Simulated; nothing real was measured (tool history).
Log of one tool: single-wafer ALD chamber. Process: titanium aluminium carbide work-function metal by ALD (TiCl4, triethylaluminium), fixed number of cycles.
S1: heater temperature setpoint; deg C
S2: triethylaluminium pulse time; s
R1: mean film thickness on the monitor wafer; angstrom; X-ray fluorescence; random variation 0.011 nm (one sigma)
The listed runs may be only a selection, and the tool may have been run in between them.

run 1 hour=0.0 | S1=305 S2=10.26 | R1=21.240
run 2 hour=2.0 | S1=300 S2=9.45 | R1=20.575
run 3 hour=3.9 | S1=297 S2=8.92 | R1=20.025
run 4 hour=6.6 | S1=297 S2=11.82 | R1=20.844
run 5 hour=12.5 | S1=294 S2=11.23 | R1=19.969
run 6 hour=17.6 | S1=294 S2=14.02 | R1=20.578
run 7 hour=26.4 | S1=291 S2=13.72 | R1=20.287
run 8 hour=31.0 | S1=288 S2=13.41 | R1=19.703
run 9 hour=32.0 | S1=287 S2=13.29 | R1=19.641

Run 10 is up next; what results do you expect?
run 10 hour=36.4 | S1=286 S2=13.16 | R1=?

{"run 10": {"R1": 19.565}}

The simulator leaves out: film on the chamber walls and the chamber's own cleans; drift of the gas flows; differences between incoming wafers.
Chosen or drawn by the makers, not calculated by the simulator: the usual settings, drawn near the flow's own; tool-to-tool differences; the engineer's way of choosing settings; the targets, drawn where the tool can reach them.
